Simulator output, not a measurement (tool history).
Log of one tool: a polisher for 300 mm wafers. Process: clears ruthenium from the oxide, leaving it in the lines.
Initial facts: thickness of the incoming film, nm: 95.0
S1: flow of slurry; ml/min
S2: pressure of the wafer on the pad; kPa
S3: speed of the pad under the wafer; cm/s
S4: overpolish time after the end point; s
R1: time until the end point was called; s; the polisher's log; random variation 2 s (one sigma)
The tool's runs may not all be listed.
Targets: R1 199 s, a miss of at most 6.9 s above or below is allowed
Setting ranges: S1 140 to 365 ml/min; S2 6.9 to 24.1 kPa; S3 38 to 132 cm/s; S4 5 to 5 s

| run | day | S1 | S2 | S3 | S4 | R1 |
|---|---|---|---|---|---|---|
| 1 | 0 | 235 | 15.2 | 84 | 5 | 95.044 |
| 2 | 0.125 | 235 | 13.1 | 80 | 5 | 112.31 |
| 3 | 0.5 | 235 | 15.2 | 80 | 5 | 99.588 |
| 4 | 0.717 | 235 | 15.2 | 62 | 5 | 117.39 |
| 5 | 0.946 | 235 | 19.3 | 62 | 5 | 92.626 |
| 6 | 1.1 | 235 | 17.9 | 62 | 5 | 99.725 |
| 7 | 1.225 | 235 | 15.2 | 62 | 5 | 115.14 |
| 8 | 1.558 | 235 | 15.2 | 62 | 5 | 117.8 |
| 9 | 1.783 | 235 | 13.1 | 62 | 5 | 137.38 |
| 10 | 2.05 | 235 | 11.7 | 62 | 5 | 151.45 |
| 11 | 2.346 | 230 | 7.6 | 62 | 5 | 224.09 |
| 12 | 2.538 | 240 | 7.6 | 62 | 5 | 228.64 |
| 13 | 2.621 | 240 | 8.3 | 62 | 5 | 207.09 |

Pick the move, out of 5, that brings all results within their allowed miss; only one does.
| A | 2.704 | 275 | 7.6 | 74 | 5 | ? |
| B | 2.704 | 285 | 9.7 | 46 | 5 | ? |
| C | 2.704 | 205 | 8.3 | 62 | 5 | ? |
| D | 2.704 | 295 | 9 | 68 | 5 | ? |
| E | 2.704 | 270 | 9 | 70 | 5 | ? |

| move | R1 |
|---|---|
| A | 197.21 |
| B | 216.09 |
| C | 211.52 |
| D | 177.95 |
| E | 175.55 |
A: every result lands within tolerance
B: misses by more than the last run did
C: misses by more than the last run did
D: takes the biggest miss from the last run beyond its target
E: takes the biggest miss from the last run beyond its target
A is the move that brings every result within its allowed miss.

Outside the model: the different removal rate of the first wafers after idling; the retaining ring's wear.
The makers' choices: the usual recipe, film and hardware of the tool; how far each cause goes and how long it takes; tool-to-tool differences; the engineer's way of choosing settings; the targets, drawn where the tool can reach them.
